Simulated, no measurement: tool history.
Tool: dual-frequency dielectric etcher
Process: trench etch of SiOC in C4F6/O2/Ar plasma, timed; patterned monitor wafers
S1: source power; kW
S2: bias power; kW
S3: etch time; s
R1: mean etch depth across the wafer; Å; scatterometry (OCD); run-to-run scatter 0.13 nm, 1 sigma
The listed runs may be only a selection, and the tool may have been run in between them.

Run 1, hour 0: S1 0.34 kW, S2 0.217 kW, S3 9 s. Result: R1 176.61 Å.
Run 2, hour 8.8: S1 0.29 kW, S2 0.217 kW, S3 9 s. Result: R1 161.39 Å.
Run 3, hour 17.2: S1 0.25 kW, S2 0.217 kW, S3 9 s. Result: R1 146.83 Å.
Run 4, hour 24.9: S1 0.25 kW, S2 0.217 kW, S3 9 s. Result: R1 148.89 Å.
Run 5, hour 30: S1 0.25 kW, S2 0.217 kW, S3 8.5 s. Result: R1 139.29 Å.
Run 6, hour 32.6: S1 0.25 kW, S2 0.193 kW, S3 8.5 s. Result: R1 135.36 Å.
Run 7, hour 38.4: S1 0.3 kW, S2 0.199 kW, S3 8.5 s. Result: R1 153.59 Å.

Run 8, settings as shown, results not yet in. Your forecast:
Run 8, hour 41.4: S1 0.33 kW, S2 0.204 kW, S3 8.5 s. Result: R1 ?.

R1: 163.78 Å
